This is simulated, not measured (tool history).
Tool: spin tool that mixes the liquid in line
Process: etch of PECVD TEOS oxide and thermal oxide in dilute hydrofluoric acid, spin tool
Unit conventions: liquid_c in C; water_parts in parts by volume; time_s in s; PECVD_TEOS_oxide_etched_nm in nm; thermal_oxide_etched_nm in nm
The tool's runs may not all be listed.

run	hour	liquid_c	water_parts	time_s	PECVD_TEOS_oxide_etched_nm	thermal_oxide_etched_nm
1	0.0	22.0	190	180	12.7480	3.2325
2	5.6	22.0	155	180	15.8730	4.1349
3	12.7	19.5	155	180	14.5570	3.7263
4	14.1	21.5	155	180	15.7120	4.0262
5	19.7	20.5	165	180	13.9590	3.5972
6	25.3	20.5	140	180	17.2780	4.4236
7	34.2	19.5	155	180	14.6040	3.7495
8	39.6	19.0	165	180	12.9710	3.4504

The next listed run, before its measurement:
9	44.8	19.5	210	170	?	?

Run 9 gave PECVD_TEOS_oxide_etched_nm 9.5902 nm, thermal_oxide_etched_nm 2.4397 nm.
